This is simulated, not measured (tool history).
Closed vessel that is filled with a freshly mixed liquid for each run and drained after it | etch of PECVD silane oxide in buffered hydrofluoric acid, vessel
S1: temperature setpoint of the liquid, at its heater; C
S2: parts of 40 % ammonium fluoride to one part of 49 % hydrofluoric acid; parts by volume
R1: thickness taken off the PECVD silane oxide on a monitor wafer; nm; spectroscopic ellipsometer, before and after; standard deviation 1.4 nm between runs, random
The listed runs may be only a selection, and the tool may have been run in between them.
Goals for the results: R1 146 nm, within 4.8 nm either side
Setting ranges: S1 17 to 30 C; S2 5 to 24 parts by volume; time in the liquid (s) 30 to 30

run 1 hour=0 | S1=22 S2=14.5 time_in_the_liquid_(s)=30 | R1=58.838
run 2 hour=8 | S1=24.5 S2=12.5 time_in_the_liquid_(s)=30 | R1=77.078
run 3 hour=12.4 | S1=24.5 S2=12.5 time_in_the_liquid_(s)=30 | R1=77.436
run 4 hour=13.9 | S1=28 S2=12.5 time_in_the_liquid_(s)=30 | R1=92.133
run 5 hour=14.9 | S1=28.5 S2=11 time_in_the_liquid_(s)=30 | R1=108.32
run 6 hour=20.7 | S1=30 S2=11 time_in_the_liquid_(s)=30 | R1=116.59
run 7 hour=27.5 | S1=30 S2=10 time_in_the_liquid_(s)=30 | R1=128.9
run 8 hour=35.9 | S1=30 S2=9.5 time_in_the_liquid_(s)=30 | R1=132.42
run 9 hour=44.8 | S1=30 S2=9 time_in_the_liquid_(s)=30 | R1=139.84

5 next moves are on the table. One of them brings every result within its allowed miss. Which?
run A hour=53.7 | S1=27 S2=8 time_in_the_liquid_(s)=30 | R1=?
run B hour=53.7 | S1=27.5 S2=8 time_in_the_liquid_(s)=30 | R1=?
run C hour=53.7 | S1=29.5 S2=8 time_in_the_liquid_(s)=30 | R1=?
run D hour=53.7 | S1=28 S2=8.5 time_in_the_liquid_(s)=30 | R1=?
run E hour=53.7 | S1=30 S2=8.5 time_in_the_liquid_(s)=30 | R1=?

move=A R1=133.27
move=B R1=136.87
move=C R1=152.14
move=D R1=131.63
move=E R1=146.27
A: misses by more than the last run did
B: misses by more than the last run did
C: takes the result that was furthest off past its target
D: misses by more than the last run did
E: hits every target within its allowed miss
E is the move that brings every result within its allowed miss.
